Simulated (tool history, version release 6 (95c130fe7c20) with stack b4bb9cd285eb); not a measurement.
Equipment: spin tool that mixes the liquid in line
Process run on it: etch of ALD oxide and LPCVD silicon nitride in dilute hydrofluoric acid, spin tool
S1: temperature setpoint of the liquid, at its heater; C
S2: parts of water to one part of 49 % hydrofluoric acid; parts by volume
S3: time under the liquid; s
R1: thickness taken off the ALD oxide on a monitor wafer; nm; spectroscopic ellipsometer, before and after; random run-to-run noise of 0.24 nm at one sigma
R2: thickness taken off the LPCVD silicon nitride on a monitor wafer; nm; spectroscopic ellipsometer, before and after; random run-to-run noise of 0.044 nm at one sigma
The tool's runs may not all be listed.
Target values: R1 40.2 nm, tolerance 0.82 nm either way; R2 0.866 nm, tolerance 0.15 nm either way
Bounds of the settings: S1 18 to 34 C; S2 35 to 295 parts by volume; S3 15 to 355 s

run	hour	S1	S2	S3	R1	R2
1	0	26	165	180	20.187	0.53673
2	8.8	26.5	155	180	22.078	0.67888
3	10.8	26	140	180	24.726	0.64238
4	13.9	28	140	180	26.39	0.78654
5	20.2	28	140	115	16.829	0.50693
6	22.9	28	140	160	23.295	0.69951
7	24.8	28	130	160	25.525	0.65928
8	29.5	28.5	125	160	27.573	0.79488
9	35.5	28.5	120	160	28.629	0.78402
10	43.6	28.5	115	160	29.864	0.78454

Which of these 5 next moves meets every target?
A	51.7	32	155	265	?	?
B	51.7	30	95	100	?	?
C	51.7	34	185	300	?	?
D	51.7	21	60	140	?	?
E	51.7	23.5	65	130	?	?

move	R1	R2
A	39.753	1.3113
B	24.74	0.71878
C	38.763	1.3918
D	40.155	0.87651
E	37.929	0.89188
A: corrects the largest miss of the last run, while another result sits out of spec
B: further off than the last run
C: better than the last run, though not everything is in spec
D: all results land within tolerance of their targets
E: better than the last run, though not everything is in spec
D is the move that brings every result within its allowed miss.
